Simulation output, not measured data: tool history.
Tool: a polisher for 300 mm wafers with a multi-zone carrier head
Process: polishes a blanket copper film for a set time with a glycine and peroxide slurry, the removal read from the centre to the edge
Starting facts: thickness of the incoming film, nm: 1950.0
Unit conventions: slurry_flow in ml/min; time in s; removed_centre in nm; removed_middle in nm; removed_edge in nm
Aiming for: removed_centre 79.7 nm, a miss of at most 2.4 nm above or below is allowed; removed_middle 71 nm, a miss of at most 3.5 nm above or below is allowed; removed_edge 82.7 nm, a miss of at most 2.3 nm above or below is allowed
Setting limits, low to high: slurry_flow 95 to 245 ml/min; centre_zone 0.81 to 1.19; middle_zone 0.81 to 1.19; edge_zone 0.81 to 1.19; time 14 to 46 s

Run 1, hour 0: slurry_flow 155 ml/min, centre_zone 1, middle_zone 1, edge_zone 1, time 30 s. Result: removed_centre 93.151 nm, removed_middle 93.451 nm, removed_edge 97.585 nm.
Run 2, hour 2.8: slurry_flow 155 ml/min, centre_zone 1, middle_zone 1, edge_zone 1.06, time 30 s. Result: removed_centre 93.399 nm, removed_middle 91.32 nm, removed_edge 100.69 nm.
Run 3, hour 5.7: slurry_flow 155 ml/min, centre_zone 1.05, middle_zone 1, edge_zone 1.06, time 30 s. Result: removed_centre 98.374 nm, removed_middle 91.63 nm, removed_edge 99.686 nm.
Run 4, hour 13.4: slurry_flow 150 ml/min, centre_zone 1.04, middle_zone 0.98, edge_zone 1.04, time 29 s. Result: removed_centre 92.611 nm, removed_middle 86.957 nm, removed_edge 96.652 nm.
Run 5, hour 15: slurry_flow 145 ml/min, centre_zone 1.04, middle_zone 0.97, edge_zone 1.02, time 28 s. Result: removed_centre 89.443 nm, removed_middle 81.205 nm, removed_edge 91.081 nm.
Run 6, hour 23.4: slurry_flow 145 ml/min, centre_zone 1.04, middle_zone 1.01, edge_zone 1.02, time 28 s. Result: removed_centre 88.36 nm, removed_middle 83.288 nm, removed_edge 89.881 nm.
Run 7, hour 26.2: slurry_flow 140 ml/min, centre_zone 1.04, middle_zone 1, edge_zone 1.02, time 28 s. Result: removed_centre 88.244 nm, removed_middle 84.683 nm, removed_edge 90.787 nm.
Run 8, hour 27.1: slurry_flow 135 ml/min, centre_zone 1.04, middle_zone 0.98, edge_zone 1.01, time 28 s. Result: removed_centre 87.048 nm, removed_middle 82.02 nm, removed_edge 89.69 nm.
Run 9, hour 32.8: slurry_flow 130 ml/min, centre_zone 1.04, middle_zone 0.97, edge_zone 1, time 28 s. Result: removed_centre 84.664 nm, removed_middle 81.514 nm, removed_edge 88.184 nm.
Run 10, hour 41.1: slurry_flow 125 ml/min, centre_zone 1.05, middle_zone 0.95, edge_zone 1, time 28 s. Result: removed_centre 83.167 nm, removed_middle 77.234 nm, removed_edge 87.412 nm.
Run 11, hour 44.2: slurry_flow 120 ml/min, centre_zone 1.06, middle_zone 0.94, edge_zone 1, time 28 s. Result: removed_centre 83.676 nm, removed_middle 75.763 nm, removed_edge 86.754 nm.
Run 12, hour 49.8: slurry_flow 100 ml/min, centre_zone 1.05, middle_zone 0.9, edge_zone 0.96, time 27 s. Result: removed_centre 71.96 nm, removed_middle 67.092 nm, removed_edge 77.535 nm.
Run 13, hour 56.3: slurry_flow 105 ml/min, centre_zone 1.05, middle_zone 0.9, edge_zone 0.96, time 27 s. Result: removed_centre 74.629 nm, removed_middle 67.882 nm, removed_edge 78.94 nm.
Run 14, hour 63.9: slurry_flow 135 ml/min, centre_zone 1.06, middle_zone 0.91, edge_zone 0.98, time 27 s. Result: removed_centre 85.056 nm, removed_middle 74.635 nm, removed_edge 85.475 nm.
Run 15, hour 66.1: slurry_flow 125 ml/min, centre_zone 1.06, middle_zone 0.91, edge_zone 0.98, time 27 s. Result: removed_centre 82.563 nm, removed_middle 72.44 nm, removed_edge 82.79 nm.

Exercise: of the 5 proposed moves below, exactly one satisfies all targets within the stated allowed misses. Which move is it?
Run A, hour 68.3: slurry_flow 130 ml/min, centre_zone 1.1, middle_zone 0.92, edge_zone 0.93, time 27 s. Result: removed_centre ?, removed_middle ?, removed_edge ?.
Run B, hour 68.3: slurry_flow 140 ml/min, centre_zone 1.06, middle_zone 0.92, edge_zone 1.05, time 25 s. Result: removed_centre ?, removed_middle ?, removed_edge ?.
Run C, hour 68.3: slurry_flow 150 ml/min, centre_zone 1.04, middle_zone 0.88, edge_zone 0.97, time 26 s. Result: removed_centre ?, removed_middle ?, removed_edge ?.
Run D, hour 68.3: slurry_flow 125 ml/min, centre_zone 1.16, middle_zone 0.85, edge_zone 1.13, time 26 s. Result: removed_centre ?, removed_middle ?, removed_edge ?.
Run E, hour 68.3: slurry_flow 150 ml/min, centre_zone 1.06, middle_zone 0.93, edge_zone 0.92, time 26 s. Result: removed_centre ?, removed_middle ?, removed_edge ?.

move  removed_centre  removed_middle  removed_edge
   A          85.968          73.676         82.92
   B          78.902          69.913        82.355
   C          82.465          71.868        83.876
   D          85.895           65.97        86.499
   E          84.089          74.871        81.925
A: lands further from the targets than the last run did
B: every result within its allowed miss
C: neither nearer nor further off than the last run
D: lands further from the targets than the last run did
E: lands further from the targets than the last run did
So the answer is move B, the one that meets all the targets.
